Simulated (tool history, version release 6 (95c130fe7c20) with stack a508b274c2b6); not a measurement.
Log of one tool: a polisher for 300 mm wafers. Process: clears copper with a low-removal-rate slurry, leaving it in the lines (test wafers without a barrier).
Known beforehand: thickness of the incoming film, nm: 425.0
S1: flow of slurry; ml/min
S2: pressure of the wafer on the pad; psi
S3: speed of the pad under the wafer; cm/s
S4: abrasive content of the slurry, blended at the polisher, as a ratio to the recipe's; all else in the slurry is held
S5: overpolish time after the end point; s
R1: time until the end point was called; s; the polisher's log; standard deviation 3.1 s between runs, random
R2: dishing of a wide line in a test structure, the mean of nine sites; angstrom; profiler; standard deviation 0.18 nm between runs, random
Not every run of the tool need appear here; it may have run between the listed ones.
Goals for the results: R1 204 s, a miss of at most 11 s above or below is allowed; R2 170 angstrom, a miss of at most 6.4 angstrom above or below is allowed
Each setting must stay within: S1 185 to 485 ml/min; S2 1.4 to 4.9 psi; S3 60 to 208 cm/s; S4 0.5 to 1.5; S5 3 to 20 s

| run | hour | S1 | S2 | S3 | S4 | S5 | R1 | R2 |
|---|---|---|---|---|---|---|---|---|
| 1 | 0 | 310 | 3.1 | 134 | 1 | 10 | 95.262 | 307.06 |
| 2 | 4.9 | 310 | 2.7 | 128 | 1 | 10 | 113.76 | 257.84 |
| 3 | 10.9 | 340 | 2.7 | 128 | 1 | 10 | 111.33 | 263.49 |
| 4 | 11.6 | 340 | 3.4 | 128 | 1 | 10 | 88.581 | 317.9 |
| 5 | 16.6 | 340 | 3.4 | 158 | 1 | 10 | 73.024 | 380.42 |
| 6 | 24.2 | 340 | 3.4 | 158 | 0.9 | 10 | 76.388 | 370.73 |
| 7 | 26.2 | 340 | 3.4 | 158 | 0.9 | 10 | 76.894 | 373.04 |
|  | 34.4 | slurry blender recalibrated |
| 8 | 34.4 | 330 | 2.5 | 122 | 0.85 | 11 | 125.83 | 261.32 |
| 9 | 41.9 | 325 | 1.6 | 90 | 0.8 | 11 | 253.47 | 136.57 |
| 10 | 47.7 | 325 | 1.7 | 90 | 0.8 | 11 | 239.02 | 143.37 |
| 11 | 52.6 | 325 | 1.8 | 90 | 0.8 | 11 | 228.6 | 152.05 |

Next run, 5 choices. One meets every target within its allowed miss, the rest don't. Which?
| A | 57.5 | 330 | 1.7 | 90 | 0.8 | 13 | ? | ? |
| B | 57.5 | 260 | 1.8 | 102 | 0.9 | 11 | ? | ? |
| C | 57.5 | 275 | 1.5 | 98 | 0.75 | 14 | ? | ? |
| D | 57.5 | 280 | 1.5 | 88 | 0.75 | 16 | ? | ? |
| E | 57.5 | 275 | 2.1 | 78 | 0.85 | 11 | ? | ? |

| move | R1 | R2 |
|---|---|---|
| A | 244.43 | 169.14 |
| B | 208.05 | 168.61 |
| C | 264.5 | 167.55 |
| D | 288.91 | 174.45 |
| E | 226 | 157.24 |
A: brings the last run's worst result on target, with another outside its allowed miss
B: every result lands within tolerance
C: brings the last run's worst result on target, with another outside its allowed miss
D: brings the last run's worst result on target, with another outside its allowed miss
E: closer than the last run, but not yet in spec
The move that meets every target is B.
